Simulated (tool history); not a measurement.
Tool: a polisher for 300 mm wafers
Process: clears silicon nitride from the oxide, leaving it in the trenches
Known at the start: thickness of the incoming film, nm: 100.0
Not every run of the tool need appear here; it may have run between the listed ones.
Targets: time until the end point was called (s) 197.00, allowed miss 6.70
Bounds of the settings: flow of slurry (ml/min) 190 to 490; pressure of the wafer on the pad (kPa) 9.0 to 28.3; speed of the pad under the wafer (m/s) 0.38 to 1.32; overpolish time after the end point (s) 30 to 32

run  hour  flow of slurry (ml/min)  pressure of the wafer on the pad (kPa)  speed of the pad under the wafer (m/s)  overpolish time after the end point (s)  time until the end point was called (s)
  1   0.0                      315                                    18.6                                    0.84                                       30                                   147.95
  2   4.2                      315                                    17.2                                    0.84                                       30                                   160.18
  3   7.9                      315                                    16.5                                    0.84                                       30                                   167.53
  4   9.9                      315                                    20.7                                    0.84                                       30                                   134.43
  5  14.3                      315                                    20.7                                    1.02                                       30                                   118.27
  6  19.0                      315                                    17.9                                    1.02                                       30                                   134.25
  7  27.6                      315                                    15.9                                    1.02                                       30                                   154.32
  8  34.6                      315                                    11.0                                    1.02                                       30                                   215.29

Below are 4 possible settings for the next run. Only one of them brings all results inside the allowed miss of their targets. Which is it?
  A  41.6                      310                                    13.1                                    1.04                                       30                                        ?
  B  41.6                      250                                    12.4                                    1.12                                       30                                        ?
  C  41.6                      390                                    13.1                                    0.96                                       32                                        ?
  D  41.6                      285                                    11.7                                    1.10                                       31                                        ?

move  time until the end point was called (s)
   A                                   180.72
   B                                   185.25
   C                                   186.58
   D                                   194.68
A: carries the result that was furthest off beyond its target, to the other side
B: carries the result that was furthest off beyond its target, to the other side
C: carries the result that was furthest off beyond its target, to the other side
D: hits every target within its allowed miss
D meets every target.

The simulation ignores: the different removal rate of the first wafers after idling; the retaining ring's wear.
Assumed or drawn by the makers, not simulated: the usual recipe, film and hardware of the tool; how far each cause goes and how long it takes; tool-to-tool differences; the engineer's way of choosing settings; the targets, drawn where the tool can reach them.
